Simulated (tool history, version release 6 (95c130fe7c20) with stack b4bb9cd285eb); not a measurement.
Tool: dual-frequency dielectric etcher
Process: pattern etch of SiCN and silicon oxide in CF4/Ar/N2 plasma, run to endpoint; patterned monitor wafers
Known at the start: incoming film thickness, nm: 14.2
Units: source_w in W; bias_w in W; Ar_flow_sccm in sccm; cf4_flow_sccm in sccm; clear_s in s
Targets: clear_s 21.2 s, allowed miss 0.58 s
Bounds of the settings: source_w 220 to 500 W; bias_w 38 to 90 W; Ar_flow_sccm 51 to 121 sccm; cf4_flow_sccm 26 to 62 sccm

run  hour  source_w  bias_w  Ar_flow_sccm  cf4_flow_sccm  clear_s
  1     0       360      64            86             44   23.827
  2   6.3       360      64            86             39   24.391
  3  14.7       360      75            86             39   22.697
  4    23       300      75            86             39   25.872
  5  27.7       310      75            86             39   25.311
  6  32.2       280      75            86             39   27.136
  7  37.2       300      75            86             39   25.853
  8  45.6       310      75            86             39   25.336

5 next moves are on the table. One of them brings every result within its allowed miss. Which?
  A    54       410      87           100             34        ?
  B    54       400      85            74             41        ?
  C    54       430      79           101             40        ?
  D    54       410      79           101             43        ?
  E    54       380      82            94             36        ?

move  clear_s
   A   20.092
   B    19.63
   C   19.726
   D   20.201
   E   21.503
A: takes the result that was furthest off past its target
B: takes the result that was furthest off past its target
C: takes the result that was furthest off past its target
D: takes the result that was furthest off past its target
E: meets every target
Move E is the one to make.
